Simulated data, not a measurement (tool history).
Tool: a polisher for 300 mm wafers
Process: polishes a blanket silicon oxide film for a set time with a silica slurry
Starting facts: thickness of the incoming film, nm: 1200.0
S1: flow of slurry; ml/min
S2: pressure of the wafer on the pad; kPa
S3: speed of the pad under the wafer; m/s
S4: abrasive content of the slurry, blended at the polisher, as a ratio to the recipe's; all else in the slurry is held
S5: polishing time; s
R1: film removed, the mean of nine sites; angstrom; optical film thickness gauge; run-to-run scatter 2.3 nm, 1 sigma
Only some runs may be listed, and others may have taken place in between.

run 1 day=0 | S1=310 S2=36.5 S3=0.92 S4=1 S5=40 | R1=1426.1
run 2 day=0.346 | S1=310 S2=36.5 S3=0.92 S4=1 S5=35 | R1=1279.1
run 3 day=0.525 | S1=310 S2=40.7 S3=0.92 S4=1 S5=35 | R1=1330.3
run 4 day=0.867 | S1=310 S2=44.8 S3=0.98 S4=1 S5=35 | R1=1481.1
run 5 day=1.067 | S1=310 S2=48.3 S3=1.02 S4=1 S5=35 | R1=1596.4
run 6 day=1.096 | S1=310 S2=51.7 S3=1.02 S4=1 S5=35 | R1=1642.1

Run 7, settings as shown, results not yet in. Your forecast:
-- day=1.242 slurry nozzle cleaned
run 7 day=1.242 | S1=310 S2=53.1 S3=1.06 S4=1 S5=35 | R1=?

R1: 1809.3 angstrom
